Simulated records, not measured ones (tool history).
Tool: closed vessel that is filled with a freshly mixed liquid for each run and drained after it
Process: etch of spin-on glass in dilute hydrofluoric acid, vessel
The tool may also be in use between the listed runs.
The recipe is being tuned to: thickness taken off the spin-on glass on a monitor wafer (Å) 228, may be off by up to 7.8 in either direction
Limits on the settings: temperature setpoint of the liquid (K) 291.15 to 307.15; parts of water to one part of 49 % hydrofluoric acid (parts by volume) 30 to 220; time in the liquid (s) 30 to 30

run    day  temperature setpoint of the liquid (K)  parts of water to one part of 49 % hydrofluoric acid (parts by volume)  time in the liquid (s)  thickness taken off the spin-on glass on a monitor wafer (Å)
  1      0                                  299.15                                                                     125                      30                                                        106.13
  2  0.212                                  299.15                                                                     125                      30                                                        106.51
  3  0.438                                  300.15                                                                     120                      30                                                        115.03
  4  0.492                                  300.15                                                                     120                      30                                                        116.64
  5  0.658                                  300.15                                                                     120                      30                                                         115.9
  6  0.862                                  301.15                                                                     115                      30                                                        125.91
  7  1.025                                  301.65                                                                     110                      30                                                        134.75
  8  1.325                                  302.15                                                                     105                      30                                                         144.5
  9  1.546                                  306.15                                                                      70                      30                                                        267.74
 10  1.896                                  305.65                                                                      70                      30                                                        259.98
 11  1.954                                  305.15                                                                      70                      30                                                        258.83
 12  2.262                                  304.65                                                                      70                      30                                                        250.38

Below are 4 possible settings for the next run. Only one of them brings all results inside the allowed miss of their targets. Which is it?
  A  2.571                                  302.15                                                                      65                      30                                                             ?
  B  2.571                                  306.65                                                                      75                      30                                                             ?
  C  2.571                                  305.65                                                                      80                      30                                                             ?
  D  2.571                                  304.15                                                                      70                      30                                                             ?

move  thickness taken off the spin-on glass on a monitor wafer (Å)
   A                                                        245.55
   B                                                        248.77
   C                                                        222.93
   D                                                        244.48
A: closes in on the targets versus the last run, not all within tolerance yet
B: closes in on the targets versus the last run, not all within tolerance yet
C: every result within its allowed miss
D: closes in on the targets versus the last run, not all within tolerance yet
C is the move that brings every result within its allowed miss.
